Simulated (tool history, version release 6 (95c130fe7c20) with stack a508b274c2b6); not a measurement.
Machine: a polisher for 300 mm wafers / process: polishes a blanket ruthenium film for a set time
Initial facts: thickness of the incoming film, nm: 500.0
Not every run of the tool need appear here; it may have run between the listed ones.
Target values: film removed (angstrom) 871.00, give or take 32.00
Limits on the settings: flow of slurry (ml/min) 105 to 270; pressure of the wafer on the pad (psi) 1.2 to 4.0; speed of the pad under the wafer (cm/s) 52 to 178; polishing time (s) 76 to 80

| run | day | flow of slurry (ml/min) | pressure of the wafer on the pad (psi) | speed of the pad under the wafer (cm/s) | polishing time (s) | film removed (angstrom) |
|---|---|---|---|---|---|---|
| 1 | 0.000 | 175 | 2.6 | 114 | 76 | 1165.70 |
| 2 | 0.371 | 175 | 2.5 | 114 | 76 | 1084.90 |
| 3 | 0.738 | 150 | 2.5 | 114 | 76 | 1081.30 |
| 4 | 0.800 | 150 | 2.4 | 114 | 76 | 1020.50 |
| 5 | 0.912 | 150 | 2.4 | 132 | 76 | 1155.50 |
|  | 1.238 | head pressure recalibrated |
| 6 | 1.238 | 150 | 2.4 | 146 | 76 | 1329.00 |
| 7 | 1.392 | 150 | 2.3 | 146 | 76 | 1265.80 |
| 8 | 1.746 | 150 | 2.2 | 146 | 76 | 1233.40 |
| 9 | 1.925 | 150 | 2.1 | 146 | 76 | 1174.90 |
| 10 | 2.171 | 150 | 2.0 | 146 | 76 | 1104.40 |

Below are 4 possible settings for the next run. Only one of them brings all results inside the allowed miss of their targets. Which is it?
| A | 2.417 | 170 | 1.9 | 156 | 79 | ? |
| B | 2.417 | 190 | 2.2 | 166 | 76 | ? |
| C | 2.417 | 165 | 1.3 | 154 | 76 | ? |
| D | 2.417 | 185 | 1.7 | 128 | 76 | ? |

| move | film removed (angstrom) |
|---|---|
| A | 1161.00 |
| B | 1366.50 |
| C | 768.21 |
| D | 872.39 |
A: moves away from the targets compared with the last run
B: moves away from the targets compared with the last run
C: carries the result that was furthest off beyond its target, to the other side
D: meets every target
D meets every target.

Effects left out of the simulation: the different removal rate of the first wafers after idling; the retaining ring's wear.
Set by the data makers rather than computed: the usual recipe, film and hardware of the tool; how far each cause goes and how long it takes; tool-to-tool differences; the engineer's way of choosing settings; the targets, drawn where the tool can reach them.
